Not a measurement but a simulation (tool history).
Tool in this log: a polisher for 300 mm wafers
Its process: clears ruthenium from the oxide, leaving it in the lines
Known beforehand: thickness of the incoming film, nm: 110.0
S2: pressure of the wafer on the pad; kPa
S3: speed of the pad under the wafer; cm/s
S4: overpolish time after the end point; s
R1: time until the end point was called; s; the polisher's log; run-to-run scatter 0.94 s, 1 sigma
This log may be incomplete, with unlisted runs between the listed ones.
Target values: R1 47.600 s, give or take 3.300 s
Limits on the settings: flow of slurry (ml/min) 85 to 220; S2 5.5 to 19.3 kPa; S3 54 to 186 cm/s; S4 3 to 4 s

Run 1, hour 0.0: flow of slurry (ml/min) 140, S2 12.4 kPa, S3 118 cm/s, S4 4 s. Result: R1 68.067 s.
Run 2, hour 6.4: flow of slurry (ml/min) 140, S2 12.4 kPa, S3 118 cm/s, S4 3 s. Result: R1 66.454 s.
Run 3, hour 14.6: flow of slurry (ml/min) 140, S2 13.1 kPa, S3 118 cm/s, S4 3 s. Result: R1 64.553 s.
Run 4, hour 21.4: flow of slurry (ml/min) 140, S2 13.8 kPa, S3 118 cm/s, S4 3 s. Result: R1 61.152 s.
Run 5, hour 23.4: flow of slurry (ml/min) 140, S2 13.8 kPa, S3 118 cm/s, S4 3 s. Result: R1 63.128 s.
Run 6, hour 25.3: flow of slurry (ml/min) 140, S2 13.8 kPa, S3 118 cm/s, S4 4 s. Result: R1 62.676 s.
Run 7, hour 32.0: flow of slurry (ml/min) 140, S2 14.5 kPa, S3 120 cm/s, S4 4 s. Result: R1 59.097 s.
Run 8, hour 33.6: flow of slurry (ml/min) 140, S2 15.9 kPa, S3 124 cm/s, S4 4 s. Result: R1 51.400 s.

Consider the 4 candidate settings below. Which is the only one whose results all fall within their allowed miss of target?
Run A, hour 35.2: flow of slurry (ml/min) 190, S2 16.5 kPa, S3 126 cm/s, S4 3 s. Result: R1 ?.
Run B, hour 35.2: flow of slurry (ml/min) 125, S2 19.3 kPa, S3 100 cm/s, S4 3 s. Result: R1 ?.
Run C, hour 35.2: flow of slurry (ml/min) 135, S2 17.2 kPa, S3 108 cm/s, S4 4 s. Result: R1 ?.
Run D, hour 35.2: flow of slurry (ml/min) 120, S2 15.9 kPa, S3 116 cm/s, S4 4 s. Result: R1 ?.

move      R1
   A  49.608
   B  55.983
   C  57.107
   D  58.223
A: every result within its allowed miss
B: its largest miss is bigger than the last run's
C: its largest miss is bigger than the last run's
D: its largest miss is bigger than the last run's
A meets every target.
